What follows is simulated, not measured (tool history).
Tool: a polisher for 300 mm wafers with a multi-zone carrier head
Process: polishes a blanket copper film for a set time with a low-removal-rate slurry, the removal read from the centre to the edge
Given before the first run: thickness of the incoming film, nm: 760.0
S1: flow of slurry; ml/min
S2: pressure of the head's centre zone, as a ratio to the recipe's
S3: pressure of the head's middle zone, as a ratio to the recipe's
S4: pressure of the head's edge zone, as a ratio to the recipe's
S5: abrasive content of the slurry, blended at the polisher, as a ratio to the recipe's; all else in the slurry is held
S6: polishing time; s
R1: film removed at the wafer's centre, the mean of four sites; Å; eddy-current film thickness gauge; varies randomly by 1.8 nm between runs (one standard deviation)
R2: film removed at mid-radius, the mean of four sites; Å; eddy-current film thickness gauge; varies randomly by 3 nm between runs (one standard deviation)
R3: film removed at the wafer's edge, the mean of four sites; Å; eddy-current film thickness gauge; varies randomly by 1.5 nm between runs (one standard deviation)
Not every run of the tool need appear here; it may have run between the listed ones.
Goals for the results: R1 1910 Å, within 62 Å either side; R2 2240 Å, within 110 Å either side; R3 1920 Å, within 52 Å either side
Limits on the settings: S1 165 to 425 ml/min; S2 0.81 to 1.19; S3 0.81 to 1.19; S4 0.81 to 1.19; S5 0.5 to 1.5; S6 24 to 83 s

run	hour	S1	S2	S3	S4	S5	S6	R1	R2	R3
1	0	275	1	1	1	1	53	1474.9	1633	1632.6
2	8.4	290	1.03	1.05	1.01	1.15	54	1605.6	1785.7	1690.5
3	9.5	290	1.03	1.05	1.01	1.3	54	1625.5	1843	1757.8
4	12.5	290	1.03	1.05	1.01	1.3	65	1934.5	2245.1	2084
5	14.6	285	1.03	1.06	0.98	1.25	65	1936.3	2224.8	2041.9
6	22.1	280	1.03	1.07	0.96	1.25	65	1901.1	2280	2019.1
7	30.2	280	1.04	1.07	0.95	1.2	65	1938.6	2184.1	1980.7
# hour 37.2: centre zone pressure recalibrated
8	37.2	280	1.04	1.08	0.94	1.2	65	2219.2	2192.7	1979.4
9	45.8	260	1.02	1.1	0.95	1.2	64	2096.6	2212.7	1967.8

Below are 4 possible settings for the next run. Only one of them brings all results inside the allowed miss of their targets. Which is it?
A	54.4	425	0.92	1.11	0.92	1.45	60	?	?	?
B	54.4	195	1.05	1.07	0.85	0.95	72	?	?	?
C	54.4	335	0.9	1.05	0.97	1.5	62	?	?	?
D	54.4	215	1.12	1.19	0.9	1.15	68	?	?	?

move	R1	R2	R3
A	1932.1	2216.1	1942.9
B	2262.7	2219.1	1976.6
C	1924.4	2156.9	2043
D	2387.7	2397.6	1991
A: hits every target within its allowed miss
B: further off than the last run
C: meets the target for the result that was furthest off, but another lies outside its allowed miss
D: further off than the last run
Move A is the one to make.

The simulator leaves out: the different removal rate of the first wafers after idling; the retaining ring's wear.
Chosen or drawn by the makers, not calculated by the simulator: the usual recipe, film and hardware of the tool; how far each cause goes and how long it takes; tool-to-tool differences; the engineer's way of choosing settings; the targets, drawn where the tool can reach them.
